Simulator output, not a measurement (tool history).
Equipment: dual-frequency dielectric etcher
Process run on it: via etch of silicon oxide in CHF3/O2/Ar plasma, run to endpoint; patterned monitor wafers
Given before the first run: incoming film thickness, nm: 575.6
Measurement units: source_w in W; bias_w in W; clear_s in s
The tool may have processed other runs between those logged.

Run 1, hour 0.0: source_w 500 W, bias_w 173 W. Result: clear_s 295.83 s.
Run 2, hour 1.3: source_w 500 W, bias_w 202 W. Result: clear_s 281.58 s.
Run 3, hour 2.7: source_w 470 W, bias_w 195 W. Result: clear_s 291.11 s.
Run 4, hour 11.6: source_w 470 W, bias_w 219 W. Result: clear_s 274.32 s.
Run 5, hour 19.2: source_w 470 W, bias_w 242 W. Result: clear_s 266.79 s.
Run 6, hour 21.6: source_w 470 W, bias_w 216 W. Result: clear_s 276.03 s.

Expected results for the next run?
Run 7, hour 23.2: source_w 440 W, bias_w 202 W. Result: clear_s ?.

Run 7 produced clear_s 292.14 s.

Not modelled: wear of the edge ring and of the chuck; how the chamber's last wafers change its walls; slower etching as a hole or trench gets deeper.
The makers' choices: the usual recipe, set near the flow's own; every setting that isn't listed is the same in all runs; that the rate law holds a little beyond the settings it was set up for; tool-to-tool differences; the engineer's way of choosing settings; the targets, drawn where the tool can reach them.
